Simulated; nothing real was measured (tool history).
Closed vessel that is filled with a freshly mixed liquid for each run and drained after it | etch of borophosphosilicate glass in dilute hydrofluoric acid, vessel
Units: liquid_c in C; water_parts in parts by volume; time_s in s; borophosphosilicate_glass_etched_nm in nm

run    day  liquid_c  water_parts  time_s  borophosphosilicate_glass_etched_nm
  1  0.000      23.0           75      30                               14.206
  2  0.150      23.0           75      30                               14.294
  3  0.192      24.0           75      30                               15.066
  4  0.562      26.0           75      30                               16.172
  5  0.638      26.5           75      30                               16.648
  6  0.875      27.0           75      30                               16.741
  7  0.983      31.0           60      30                               24.867

The next listed run, before its measurement:
  8  1.042      30.0           60      30                                    ?

Run 8 gave borophosphosilicate_glass_etched_nm 24.435 nm.
